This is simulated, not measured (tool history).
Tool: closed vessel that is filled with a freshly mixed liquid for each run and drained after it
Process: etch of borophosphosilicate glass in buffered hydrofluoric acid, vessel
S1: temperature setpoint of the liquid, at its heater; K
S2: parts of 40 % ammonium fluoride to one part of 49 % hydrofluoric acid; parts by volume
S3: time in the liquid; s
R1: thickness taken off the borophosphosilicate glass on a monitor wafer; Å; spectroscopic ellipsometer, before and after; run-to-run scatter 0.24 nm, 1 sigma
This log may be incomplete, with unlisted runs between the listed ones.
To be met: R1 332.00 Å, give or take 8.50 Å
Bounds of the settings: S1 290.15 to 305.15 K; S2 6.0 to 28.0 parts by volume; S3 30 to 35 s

run 1 hour=0.0 | S1=298.15 S2=17.0 S3=35 | R1=501.01
run 2 hour=6.2 | S1=296.65 S2=17.0 S3=35 | R1=460.44
run 3 hour=10.3 | S1=296.65 S2=15.0 S3=35 | R1=527.74
run 4 hour=16.3 | S1=296.65 S2=15.0 S3=30 | R1=448.62
run 5 hour=23.6 | S1=295.65 S2=15.0 S3=30 | R1=421.38
run 6 hour=31.6 | S1=295.15 S2=15.0 S3=30 | R1=412.99
run 7 hour=35.3 | S1=294.65 S2=15.0 S3=30 | R1=400.15
run 8 hour=43.3 | S1=294.15 S2=15.0 S3=30 | R1=387.49
run 9 hour=50.9 | S1=293.65 S2=15.0 S3=30 | R1=382.92
run 10 hour=58.0 | S1=293.15 S2=15.0 S3=30 | R1=372.69
run 11 hour=65.2 | S1=292.65 S2=15.0 S3=30 | R1=360.42
run 12 hour=70.2 | S1=292.15 S2=15.0 S3=30 | R1=350.54

Exactly one of the 4 candidate moves below puts every result within its allowed miss. Which one?
run A hour=75.2 | S1=295.15 S2=20.0 S3=35 | R1=?
run B hour=75.2 | S1=293.65 S2=18.0 S3=30 | R1=?
run C hour=75.2 | S1=295.15 S2=18.5 S3=30 | R1=?
run D hour=75.2 | S1=291.65 S2=14.5 S3=30 | R1=?

move=A R1=362.29
move=B R1=317.37
move=C R1=335.47
move=D R1=351.72
A: misses by more than the last run did
B: carries the result that was furthest off beyond its target, to the other side
C: every result within its allowed miss
D: misses by more than the last run did
Correct choice: C, which meets every target

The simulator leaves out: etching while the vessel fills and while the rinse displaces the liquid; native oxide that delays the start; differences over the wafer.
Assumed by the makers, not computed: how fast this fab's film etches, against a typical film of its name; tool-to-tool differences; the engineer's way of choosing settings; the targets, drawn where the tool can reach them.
